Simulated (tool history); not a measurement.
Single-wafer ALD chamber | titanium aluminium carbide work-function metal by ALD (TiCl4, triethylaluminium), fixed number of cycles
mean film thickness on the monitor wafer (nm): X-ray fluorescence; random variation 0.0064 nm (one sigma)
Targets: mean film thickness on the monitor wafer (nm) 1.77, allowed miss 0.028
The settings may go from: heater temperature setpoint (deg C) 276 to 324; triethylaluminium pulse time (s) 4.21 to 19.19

run    day  heater temperature setpoint (deg C)  triethylaluminium pulse time (s)  mean film thickness on the monitor wafer (nm)
  1      0                                  300                              11.7                                         1.8646
  2  0.358                                  298                             11.51                                         1.8621
  3  0.542                                  296                              11.2                                         1.8157
  4  0.792                                  296                              9.18                                          1.674
  5  0.883                                  296                              5.86                                          1.067
  6  1.162                                  296                              4.21                                        0.42961
  7  1.308                                  293                              5.03                                        0.77564
  8  1.396                                  290                               5.3                                         0.8587
  9    1.6                                  288                              5.64                                        0.96254
 10  1.767                                  286                              5.93                                         1.0409
     2.033  -- triethylaluminium bottle replaced
 11  2.033                                  284                              6.24                                         1.3948
 12  2.296                                  283                              6.24                                         1.3738
 13  2.379                                  282                              6.24                                         1.3678

4 next moves are on the table. One of them brings every result within its allowed miss. Which?
  A  2.462                                  279                              5.16                                              ?
  B  2.462                                  288                              9.13                                              ?
  C  2.462                                  279                              4.97                                              ?
  D  2.462                                  308                              5.15                                              ?

move  mean film thickness on the monitor wafer (nm)
   A                                         1.0265
   B                                         1.7851
   C                                        0.94972
   D                                         1.1853
A: further off than the last run
B: meets every target
C: further off than the last run
D: further off than the last run
Answer: B
